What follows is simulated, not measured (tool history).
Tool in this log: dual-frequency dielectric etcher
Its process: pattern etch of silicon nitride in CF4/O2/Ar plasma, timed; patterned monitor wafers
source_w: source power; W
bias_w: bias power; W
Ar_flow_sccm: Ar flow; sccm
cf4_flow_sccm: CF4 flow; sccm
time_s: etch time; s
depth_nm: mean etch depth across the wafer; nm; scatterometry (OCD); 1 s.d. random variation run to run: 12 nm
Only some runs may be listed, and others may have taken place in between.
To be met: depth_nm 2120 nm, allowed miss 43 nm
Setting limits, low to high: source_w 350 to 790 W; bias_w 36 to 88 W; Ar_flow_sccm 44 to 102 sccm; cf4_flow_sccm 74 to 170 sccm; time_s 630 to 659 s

run  hour  source_w  bias_w  Ar_flow_sccm  cf4_flow_sccm  time_s  depth_nm
  1     0       570      62            73            122     630    1556.3
  2     5       570      54            73            122     630      1495
  3  12.3       570      60            73            122     630      1557
  4  15.7       600      60            73            122     630      1640
  5  22.6       620      60            73            122     630    1692.3
  6  29.7       660      60            73            122     630    1810.4
  7  32.7       670      60            73            122     630    1845.3
  8  34.3       680      60            73            122     630    1856.6
  9  36.9       690      60            73            122     630    1883.1
 10    38       700      60            73            122     630    1920.6
 11  39.1       710      60            73            122     630    1939.1
 12    41       720      60            73            122     630    1978.1

Of the 4 settings listed for the next run, only one would bring every result within its allowed miss of target. Which one?
  A  42.9       670      52            76            129     659         ?
  B  42.9       700      68            73            127     659         ?
  C  42.9       730      60            90            142     638         ?
  D  42.9       730      54            72            121   655.5         ?

move  depth_nm
   A      1805
   B    2088.1
   C    1986.2
   D    1988.2
A: its largest miss is bigger than the last run's
B: all results land within tolerance of their targets
C: an improvement on the last run, though not all results are within tolerance
D: an improvement on the last run, though not all results are within tolerance
The right move is B.
